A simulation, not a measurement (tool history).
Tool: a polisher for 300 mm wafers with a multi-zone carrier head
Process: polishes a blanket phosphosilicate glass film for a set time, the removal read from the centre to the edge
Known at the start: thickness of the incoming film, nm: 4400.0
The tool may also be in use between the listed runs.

| run | day | flow of slurry (ml/min) | pressure of the head's centre zone | pressure of the head's middle zone | pressure of the head's edge zone | abrasive content of the slurry | polishing time (s) | film removed at the wafer's centre (Å) | film removed at mid-radius (Å) | film removed at the wafer's edge (Å) |
|---|---|---|---|---|---|---|---|---|---|---|
| 1 | 0 | 150 | 1 | 1 | 1 | 1 | 77 | 3565.2 | 3149.5 | 3270.4 |
| 2 | 0.308 | 150 | 0.95 | 1 | 1 | 1 | 77 | 3352.1 | 3169.6 | 3300 |
| 3 | 0.392 | 150 | 0.95 | 1 | 1.05 | 1 | 77 | 3333.6 | 3179.8 | 3383.1 |
| 4 | 0.746 | 150 | 1.01 | 1 | 1.05 | 1 | 77 | 3534.6 | 3196.6 | 3382 |
| 5 | 0.821 | 145 | 0.99 | 1 | 1.05 | 1 | 77 | 3494.1 | 3170.9 | 3350.8 |
| 6 | 0.892 | 145 | 0.94 | 1 | 1.05 | 1 | 77 | 3388.2 | 3161.4 | 3321.9 |
| 7 | 0.988 | 155 | 0.93 | 1 | 1.06 | 0.95 | 77 | 3176.6 | 3093.9 | 3299.1 |
|  | 1.279 | centre zone pressure recalibrated |
| 8 | 1.279 | 135 | 0.83 | 0.96 | 1.09 | 0.8 | 78 | 2352.7 | 2676.1 | 2960.9 |
| 9 | 1.608 | 140 | 0.83 | 0.96 | 1.09 | 0.8 | 78 | 2296.7 | 2673.7 | 2980.8 |
| 10 | 1.817 | 175 | 0.91 | 0.97 | 1.13 | 0.85 | 78 | 2796.9 | 2991.9 | 3295.8 |
| 11 | 1.996 | 170 | 0.91 | 0.97 | 1.13 | 0.85 | 78 | 2778.5 | 2922.1 | 3291.6 |

Forecast run 12:
| 12 | 2.1 | 165 | 0.9 | 0.97 | 1.13 | 0.85 | 78 | ? | ? | ? |

{"run 12": {"film removed at the wafer's centre (Å)": 2732.3, "film removed at mid-radius (Å)": 2886.9, "film removed at the wafer's edge (Å)": 3217}}
